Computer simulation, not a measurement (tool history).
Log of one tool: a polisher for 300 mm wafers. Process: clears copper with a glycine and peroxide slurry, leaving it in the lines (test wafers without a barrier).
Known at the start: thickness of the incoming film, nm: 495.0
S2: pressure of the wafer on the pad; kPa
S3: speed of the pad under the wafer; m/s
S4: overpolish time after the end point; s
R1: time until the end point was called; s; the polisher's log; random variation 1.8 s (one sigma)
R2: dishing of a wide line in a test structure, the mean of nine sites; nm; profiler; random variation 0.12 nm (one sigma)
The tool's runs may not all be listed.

Run 1, hour 0.0: flow of slurry (ml/min) 250, S2 17.9 kPa, S3 1.06 m/s, S4 8 s. Result: R1 80.772 s, R2 35.273 nm.
Run 2, hour 8.3: flow of slurry (ml/min) 250, S2 17.9 kPa, S3 1.06 m/s, S4 11 s. Result: R1 79.682 s, R2 43.581 nm.
Run 3, hour 16.3: flow of slurry (ml/min) 250, S2 17.9 kPa, S3 1.32 m/s, S4 11 s. Result: R1 67.260 s, R2 50.388 nm.
Run 4, hour 19.3: flow of slurry (ml/min) 250, S2 17.9 kPa, S3 1.16 m/s, S4 11 s. Result: R1 73.865 s, R2 46.945 nm.
Run 5, hour 26.0: flow of slurry (ml/min) 250, S2 17.9 kPa, S3 1.30 m/s, S4 11 s. Result: R1 68.160 s, R2 50.216 nm.
Run 6, hour 26.9: flow of slurry (ml/min) 230, S2 16.5 kPa, S3 1.22 m/s, S4 9 s. Result: R1 79.610 s, R2 36.939 nm.

The next listed run, before its measurement:
Run 7, hour 30.5: flow of slurry (ml/min) 215, S2 15.2 kPa, S3 1.20 m/s, S4 8 s. Result: R1 ?, R2 ?.

{"run 7": {"R1": 84.281, "R2": 31.18}}
